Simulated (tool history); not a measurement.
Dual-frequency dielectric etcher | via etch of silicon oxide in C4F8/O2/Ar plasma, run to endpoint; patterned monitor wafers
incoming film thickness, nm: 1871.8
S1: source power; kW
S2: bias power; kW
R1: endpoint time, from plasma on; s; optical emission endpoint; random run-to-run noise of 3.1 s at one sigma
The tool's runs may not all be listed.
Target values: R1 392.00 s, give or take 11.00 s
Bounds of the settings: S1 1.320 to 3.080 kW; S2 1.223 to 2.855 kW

{"run": 1, "hour": 0.0, "S1": 2.2, "S2": 2.039, "R1": 347.69}
{"run": 2, "hour": 6.4, "S1": 2.07, "S2": 1.991, "R1": 354.06}
{"run": 3, "hour": 8.5, "S1": 2.07, "S2": 2.136, "R1": 352.16}
{"run": 4, "hour": 16.3, "S1": 1.94, "S2": 2.087, "R1": 363.33}
{"run": 5, "hour": 22.7, "S1": 2.22, "S2": 2.087, "R1": 337.17}
{"run": 6, "hour": 27.6, "S1": 1.9, "S2": 2.087, "R1": 364.1}
{"run": 7, "hour": 32.0, "S1": 1.82, "S2": 2.061, "R1": 380.14}
{"run": 8, "hour": 40.2, "S1": 1.8, "S2": 2.055, "R1": 379.27}

Next run, 4 choices. One meets every target within its allowed miss, the rest don't. Which?
{"run": "A", "hour": 48.4, "S1": 1.4, "S2": 2.062, "R1": "?"}
{"run": "B", "hour": 48.4, "S1": 1.66, "S2": 1.777, "R1": "?"}
{"run": "C", "hour": 48.4, "S1": 1.7, "S2": 2.024, "R1": "?"}
{"run": "D", "hour": 48.4, "S1": 1.98, "S2": 2.148, "R1": "?"}

move=A R1=429.09
move=B R1=416.92
move=C R1=391.93
move=D R1=355.92
A: carries the result that was furthest off beyond its target, to the other side
B: carries the result that was furthest off beyond its target, to the other side
C: every result lands within tolerance
D: lands further from the targets than the last run did
Answer: C
